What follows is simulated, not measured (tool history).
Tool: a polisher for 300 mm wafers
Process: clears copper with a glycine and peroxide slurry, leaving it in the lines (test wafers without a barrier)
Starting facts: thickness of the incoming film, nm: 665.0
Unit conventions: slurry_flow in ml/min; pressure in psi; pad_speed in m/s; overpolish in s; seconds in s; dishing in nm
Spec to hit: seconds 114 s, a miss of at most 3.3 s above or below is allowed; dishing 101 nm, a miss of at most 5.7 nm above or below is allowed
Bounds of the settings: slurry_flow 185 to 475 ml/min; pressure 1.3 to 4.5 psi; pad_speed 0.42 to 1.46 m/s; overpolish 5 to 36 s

Run 1, hour 0: slurry_flow 305 ml/min, pressure 2.9 psi, pad_speed 0.94 m/s, overpolish 18 s. Result: seconds 169.11 s, dishing 56.578 nm.
Run 2, hour 4.6: slurry_flow 305 ml/min, pressure 3.4 psi, pad_speed 0.94 m/s, overpolish 20 s. Result: seconds 151.54 s, dishing 65.719 nm.
Run 3, hour 11.4: slurry_flow 305 ml/min, pressure 3.8 psi, pad_speed 0.96 m/s, overpolish 22 s. Result: seconds 140.19 s, dishing 76.519 nm.
Run 4, hour 13.3: slurry_flow 305 ml/min, pressure 3.8 psi, pad_speed 0.8 m/s, overpolish 22 s. Result: seconds 162.6 s, dishing 68.368 nm.
Run 5, hour 19.6: slurry_flow 310 ml/min, pressure 4 psi, pad_speed 0.88 m/s, overpolish 23 s. Result: seconds 147.08 s, dishing 77.76 nm.
Run 6, hour 20.2: slurry_flow 310 ml/min, pressure 4 psi, pad_speed 0.66 m/s, overpolish 23 s. Result: seconds 181.79 s, dishing 65.231 nm.
Run 7, hour 22.5: slurry_flow 315 ml/min, pressure 4.2 psi, pad_speed 0.78 m/s, overpolish 24 s. Result: seconds 155.58 s, dishing 78.708 nm.
At hour 28.2: worn pad replaced by a new one.
Run 8, hour 28.2: slurry_flow 330 ml/min, pressure 4.5 psi, pad_speed 1.04 m/s, overpolish 23 s. Result: seconds 104.97 s, dishing 99.838 nm.
Run 9, hour 30.9: slurry_flow 310 ml/min, pressure 4.4 psi, pad_speed 1.04 m/s, overpolish 24 s. Result: seconds 105.94 s, dishing 99.547 nm.
Run 10, hour 37: slurry_flow 315 ml/min, pressure 4.3 psi, pad_speed 1.04 m/s, overpolish 24 s. Result: seconds 108.04 s, dishing 99.211 nm.
Run 11, hour 40.8: slurry_flow 315 ml/min, pressure 4.3 psi, pad_speed 1.04 m/s, overpolish 24 s. Result: seconds 109.15 s, dishing 98.913 nm.
Run 12, hour 48.7: slurry_flow 315 ml/min, pressure 4.2 psi, pad_speed 1.04 m/s, overpolish 24 s. Result: seconds 110.16 s, dishing 99.951 nm.

Of the 5 settings listed for the next run, only one would bring every result within its allowed miss of target. Which one?
Run A, hour 56.6: slurry_flow 335 ml/min, pressure 4.2 psi, pad_speed 1 m/s, overpolish 26 s. Result: seconds ?, dishing ?.
Run B, hour 56.6: slurry_flow 350 ml/min, pressure 4.2 psi, pad_speed 0.92 m/s, overpolish 27 s. Result: seconds ?, dishing ?.
Run C, hour 56.6: slurry_flow 330 ml/min, pressure 4 psi, pad_speed 0.96 m/s, overpolish 28 s. Result: seconds ?, dishing ?.
Run D, hour 56.6: slurry_flow 340 ml/min, pressure 4.5 psi, pad_speed 0.86 m/s, overpolish 27 s. Result: seconds ?, dishing ?.
Run E, hour 56.6: slurry_flow 320 ml/min, pressure 4.2 psi, pad_speed 1 m/s, overpolish 30 s. Result: seconds ?, dishing ?.

move  seconds  dishing
   A   112.76   101.29
   B   120.31   99.746
   C   120.36   101.68
   D   121.79   99.595
   E   113.13   110.87
A: all results in spec
B: takes the biggest miss from the last run beyond its target
C: takes the biggest miss from the last run beyond its target
D: takes the biggest miss from the last run beyond its target
E: brings the result that was furthest off to its target, and leaves another outside
The move that meets every target is A.

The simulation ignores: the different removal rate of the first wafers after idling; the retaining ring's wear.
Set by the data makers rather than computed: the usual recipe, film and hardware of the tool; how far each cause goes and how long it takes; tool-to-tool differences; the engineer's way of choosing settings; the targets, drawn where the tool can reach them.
